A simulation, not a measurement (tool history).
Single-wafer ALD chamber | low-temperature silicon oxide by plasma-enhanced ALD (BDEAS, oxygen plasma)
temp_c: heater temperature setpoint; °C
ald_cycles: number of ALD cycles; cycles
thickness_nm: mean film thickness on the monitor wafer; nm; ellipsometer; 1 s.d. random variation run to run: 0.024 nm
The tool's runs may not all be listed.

| run | hour | temp_c | ald_cycles | thickness_nm |
|---|---|---|---|---|
| 1 | 0.0 | 115 | 53 | 7.5874 |
| 2 | 7.8 | 116 | 49 | 7.0303 |
| 3 | 10.8 | 112 | 49 | 7.0899 |
| 4 | 18.5 | 119 | 49 | 6.9452 |
| 5 | 23.6 | 119 | 46 | 6.5888 |
| 6 | 25.0 | 120 | 44 | 6.3038 |
| 7 | 34.0 | 121 | 43 | 6.1182 |
| 8 | 40.6 | 122 | 42 | 5.9333 |

Estimate the outcome of run 9 from the log above:
| 9 | 41.5 | 123 | 41 | ? |

thickness_nm: 5.8048 nm
